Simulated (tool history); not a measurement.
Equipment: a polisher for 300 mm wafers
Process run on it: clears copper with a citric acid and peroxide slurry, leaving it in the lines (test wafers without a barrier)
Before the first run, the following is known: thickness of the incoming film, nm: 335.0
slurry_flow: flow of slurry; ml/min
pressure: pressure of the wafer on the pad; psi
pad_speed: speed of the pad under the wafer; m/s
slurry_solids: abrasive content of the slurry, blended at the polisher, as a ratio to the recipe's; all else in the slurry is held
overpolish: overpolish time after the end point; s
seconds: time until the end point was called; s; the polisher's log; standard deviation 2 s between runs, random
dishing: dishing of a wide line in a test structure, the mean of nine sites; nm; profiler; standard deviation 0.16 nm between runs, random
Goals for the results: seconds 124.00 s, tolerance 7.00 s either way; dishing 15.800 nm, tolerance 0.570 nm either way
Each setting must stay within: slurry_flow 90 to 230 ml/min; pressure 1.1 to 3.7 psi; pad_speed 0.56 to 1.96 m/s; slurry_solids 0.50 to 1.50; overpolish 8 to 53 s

run,hour,slurry_flow,pressure,pad_speed,slurry_solids,overpolish,seconds,dishing
1,0.0,150,2.4,1.26,1.00,27,122.72,21.920
2,1.7,145,2.3,1.32,1.00,24,126.63,20.484
3,8.7,145,1.9,1.32,1.00,24,144.96,19.701
4,15.7,170,1.9,1.32,1.00,24,137.72,19.650
5,20.6,175,1.8,1.36,1.00,22,147.16,19.370
6,23.9,155,1.8,1.36,1.00,22,141.80,18.956
7,28.5,150,1.8,1.40,1.00,20,141.56,18.386
8,30.1,145,1.8,1.44,1.00,18,139.74,17.524
9,35.4,145,1.8,1.46,1.00,17,136.44,17.379
10,41.5,145,1.8,1.48,1.00,16,136.26,16.624
11,44.9,145,1.8,1.50,1.00,16,136.84,17.032
12,50.0,165,2.0,1.44,1.15,8,120.89,11.708
13,52.4,165,2.0,1.48,1.10,8,121.68,11.980
14,53.5,160,2.0,1.52,1.05,8,125.29,11.862
15,55.8,160,2.1,1.48,1.10,21,117.34,20.257
16,57.7,160,2.1,1.44,1.10,21,122.22,19.957
17,65.2,160,2.2,1.40,1.10,21,119.93,20.075
18,68.0,140,1.6,1.74,0.95,8,134.12,11.068
19,72.7,135,1.7,1.68,1.00,8,129.14,11.264
# hour 75.1: slurry nozzle cleaned
20,75.1,135,1.8,1.62,1.05,9,125.81,12.685
21,82.9,130,1.8,1.60,1.10,9,123.21,12.829
22,84.3,130,1.8,1.58,1.15,10,129.08,13.541
23,89.7,130,1.8,1.58,1.20,10,125.11,13.667
24,90.3,130,1.8,1.58,1.25,10,120.19,13.744
25,93.1,130,1.8,1.56,1.25,10,121.49,13.702
26,97.7,130,1.8,1.54,1.25,10,125.81,13.649
27,103.0,130,1.8,1.52,1.35,12,124.87,15.321
28,111.8,130,1.8,1.52,1.40,12,121.71,15.055

Consider the 5 candidate settings below. Which is the only one whose results all fall within their allowed miss of target?
A,120.6,145,2.1,1.42,1.45,13,?,?
B,120.6,120,1.7,1.62,1.35,13,?,?
C,120.6,135,1.7,1.60,1.40,11,?,?
D,120.6,135,1.7,1.66,1.30,11,?,?
E,120.6,135,2.5,1.16,1.25,14,?,?

move,seconds,dishing
A,112.27,16.590
B,123.64,15.702
C,121.22,14.429
D,119.36,14.558
E,120.31,16.692
A: takes the biggest miss from the last run beyond its target
B: every result within its allowed miss
C: misses by more than the last run did
D: misses by more than the last run did
E: takes the biggest miss from the last run beyond its target
The move that meets every target is B.

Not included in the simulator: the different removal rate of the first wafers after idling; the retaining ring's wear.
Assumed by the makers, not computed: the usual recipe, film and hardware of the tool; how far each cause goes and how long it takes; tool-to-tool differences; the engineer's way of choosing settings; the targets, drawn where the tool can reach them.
